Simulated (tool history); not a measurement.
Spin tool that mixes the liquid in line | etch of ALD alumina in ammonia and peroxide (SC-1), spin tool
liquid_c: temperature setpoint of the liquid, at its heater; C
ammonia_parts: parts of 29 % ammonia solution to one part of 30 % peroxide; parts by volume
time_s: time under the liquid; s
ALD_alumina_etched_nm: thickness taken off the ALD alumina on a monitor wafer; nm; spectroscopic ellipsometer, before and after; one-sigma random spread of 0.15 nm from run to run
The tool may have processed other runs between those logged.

run	hour	liquid_c	ammonia_parts	time_s	ALD_alumina_etched_nm
1	0	47	0.6	210	11.691
2	0.9	48.5	0.6	210	12.562
3	6.4	50	0.6	210	13.616
4	13.8	51	0.6	210	14.465
5	16.1	51	0.6	210	14.271
6	24.7	52	0.6	210	15.379
7	30.3	52.5	0.6	210	15.431
8	30.9	53	0.6	210	16.142
9	32.7	53.5	0.6	210	16.521

Run 10 has not been measured yet. What should we expect?
10	34	54	0.6	210	?

{"run 10": {"ALD_alumina_etched_nm": 17.239}}
